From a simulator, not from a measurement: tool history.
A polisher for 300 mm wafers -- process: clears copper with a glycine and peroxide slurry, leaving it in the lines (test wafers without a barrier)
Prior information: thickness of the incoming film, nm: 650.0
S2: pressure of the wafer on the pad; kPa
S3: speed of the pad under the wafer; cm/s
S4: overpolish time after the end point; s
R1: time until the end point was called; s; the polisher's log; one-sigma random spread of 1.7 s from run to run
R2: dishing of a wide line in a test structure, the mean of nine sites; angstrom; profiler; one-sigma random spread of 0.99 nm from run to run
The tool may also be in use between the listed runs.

Run 1, hour 0: flow of slurry (ml/min) 210, S2 12.4 kPa, S3 124 cm/s, S4 9 s. Result: R1 117.33 s, R2 309.49 angstrom.
Run 2, hour 8.1: flow of slurry (ml/min) 210, S2 12.4 kPa, S3 138 cm/s, S4 9 s. Result: R1 110.85 s, R2 337.93 angstrom.
Run 3, hour 14.5: flow of slurry (ml/min) 210, S2 13.1 kPa, S3 142 cm/s, S4 10 s. Result: R1 106.54 s, R2 385.05 angstrom.
Run 4, hour 21.3: flow of slurry (ml/min) 210, S2 13.1 kPa, S3 142 cm/s, S4 7 s. Result: R1 102.11 s, R2 276.53 angstrom.
Run 5, hour 27.8: flow of slurry (ml/min) 210, S2 10.3 kPa, S3 142 cm/s, S4 7 s. Result: R1 119.12 s, R2 247.83 angstrom.
Run 6, hour 29: flow of slurry (ml/min) 210, S2 7.6 kPa, S3 142 cm/s, S4 7 s. Result: R1 134.6 s, R2 225.95 angstrom.
Run 7, hour 30.1: flow of slurry (ml/min) 210, S2 9.7 kPa, S3 148 cm/s, S4 8 s. Result: R1 119.98 s, R2 279.28 angstrom.

Run 8 comes next. What will it give?
Run 8, hour 32: flow of slurry (ml/min) 210, S2 11 kPa, S3 154 cm/s, S4 9 s. Result: R1 ?, R2 ?.

For run 8 the tool returned R1 108.89 s, R2 333.85 angstrom.

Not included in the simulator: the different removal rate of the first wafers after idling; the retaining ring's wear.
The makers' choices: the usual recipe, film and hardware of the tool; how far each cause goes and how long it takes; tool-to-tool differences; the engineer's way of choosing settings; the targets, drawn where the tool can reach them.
